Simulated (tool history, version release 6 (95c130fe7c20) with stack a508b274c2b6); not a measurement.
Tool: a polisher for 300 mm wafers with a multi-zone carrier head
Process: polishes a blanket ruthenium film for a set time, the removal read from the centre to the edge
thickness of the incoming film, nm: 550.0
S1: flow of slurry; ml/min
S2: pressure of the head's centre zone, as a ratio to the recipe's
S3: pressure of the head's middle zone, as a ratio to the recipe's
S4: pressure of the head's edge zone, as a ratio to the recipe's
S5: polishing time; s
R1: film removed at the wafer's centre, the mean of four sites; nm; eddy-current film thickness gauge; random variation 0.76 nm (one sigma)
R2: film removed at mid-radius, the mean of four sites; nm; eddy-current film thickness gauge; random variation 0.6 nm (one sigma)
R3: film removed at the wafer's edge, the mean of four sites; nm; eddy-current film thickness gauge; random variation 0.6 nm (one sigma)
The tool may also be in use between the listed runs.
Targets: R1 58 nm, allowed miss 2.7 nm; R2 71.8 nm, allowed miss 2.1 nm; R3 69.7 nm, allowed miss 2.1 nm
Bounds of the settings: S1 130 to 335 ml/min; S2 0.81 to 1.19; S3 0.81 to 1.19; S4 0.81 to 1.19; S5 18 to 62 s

run  hour   S1    S2    S3    S4  S5      R1      R2      R3
  1     0  215     1     1     1  40  49.014  52.746  50.502
  2   2.4  235     1     1     1  40  48.843   54.17  51.522
  3  10.8  255     1  1.02  1.05  42   52.06  57.491  54.858
  4  12.7  260  0.97  1.03  1.08  45  55.023  63.389  60.452
  5  21.4  260  0.97  1.07  1.08  45  54.727  65.038  60.556
  6  24.1  260  0.97  1.07  1.08  37   44.99  53.241  49.095
  7  31.1  260  0.95  1.07   1.1  41  48.922  58.805  55.204
  8  33.3  260  0.94  1.07  1.12  44  51.375  63.656  59.792
  9  41.9  265  0.94  1.07  1.14  46  54.337  66.592  63.763
 10  48.2  270  0.94  1.07  1.15  47  55.525   67.19  65.943
 11  55.5  275  0.94  1.08  1.16  47  56.028  69.305  65.877
 12  61.1  280  0.94  1.08  1.17  48  56.273  70.414  67.182

5 next moves are on the table. One of them brings every result within its allowed miss. Which?
  A  66.7  305  0.92  1.06  1.18  49   ?   ?   ?
  B  66.7  295  1.01  1.14  1.16  46   ?   ?   ?
  C  66.7  185  0.82  1.08  1.19  51   ?   ?   ?
  D  66.7  320  0.84  1.03  1.13  49   ?   ?   ?
  E  66.7  320  0.97  1.14  1.13  45   ?   ?   ?

move      R1      R2      R3
   A  58.051  71.615  68.156
   B  59.737  71.311  63.205
   C  50.745  71.918  68.503
   D  53.168  70.212  66.882
   E  56.537  70.275  61.332
A: meets every target
B: further off than the last run
C: brings the result that was furthest off to its target, and leaves another outside
D: further off than the last run
E: further off than the last run
Move A is the one to make.
